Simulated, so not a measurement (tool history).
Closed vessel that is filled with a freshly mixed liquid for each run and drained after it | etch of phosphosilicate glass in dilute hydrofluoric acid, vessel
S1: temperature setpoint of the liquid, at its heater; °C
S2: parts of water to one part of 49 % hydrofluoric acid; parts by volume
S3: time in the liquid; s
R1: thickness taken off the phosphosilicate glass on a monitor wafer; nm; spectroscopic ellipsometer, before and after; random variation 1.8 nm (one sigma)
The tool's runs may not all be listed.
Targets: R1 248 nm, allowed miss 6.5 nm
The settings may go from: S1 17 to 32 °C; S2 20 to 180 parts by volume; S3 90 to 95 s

| run | hour | S1 | S2 | S3 | R1 |
|---|---|---|---|---|---|
| 1 | 0 | 24 | 100 | 90 | 167.59 |
| 2 | 2.9 | 24 | 135 | 90 | 118.85 |
| 3 | 5.2 | 24 | 135 | 90 | 120.07 |
| 4 | 9.9 | 25.5 | 135 | 90 | 128.31 |
| 5 | 11.1 | 25.5 | 135 | 95 | 132.55 |
| 6 | 12.5 | 24 | 135 | 95 | 125.92 |
| 7 | 20.1 | 25 | 130 | 95 | 136.42 |
| 8 | 26.8 | 26 | 125 | 95 | 150.28 |

Which of these 5 next moves meets every target?
| A | 33.5 | 29 | 80 | 95 | ? |
| B | 33.5 | 27 | 65 | 95 | ? |
| C | 33.5 | 23.5 | 155 | 95 | ? |
| D | 33.5 | 30 | 80 | 95 | ? |
| E | 33.5 | 31 | 95 | 95 | ? |

| move | R1 |
|---|---|
| A | 280.31 |
| B | 325.88 |
| C | 106.57 |
| D | 291.26 |
| E | 249.19 |
A: takes the result that was furthest off past its target
B: takes the result that was furthest off past its target
C: further off than the last run
D: takes the result that was furthest off past its target
E: meets every target
The right move is E.

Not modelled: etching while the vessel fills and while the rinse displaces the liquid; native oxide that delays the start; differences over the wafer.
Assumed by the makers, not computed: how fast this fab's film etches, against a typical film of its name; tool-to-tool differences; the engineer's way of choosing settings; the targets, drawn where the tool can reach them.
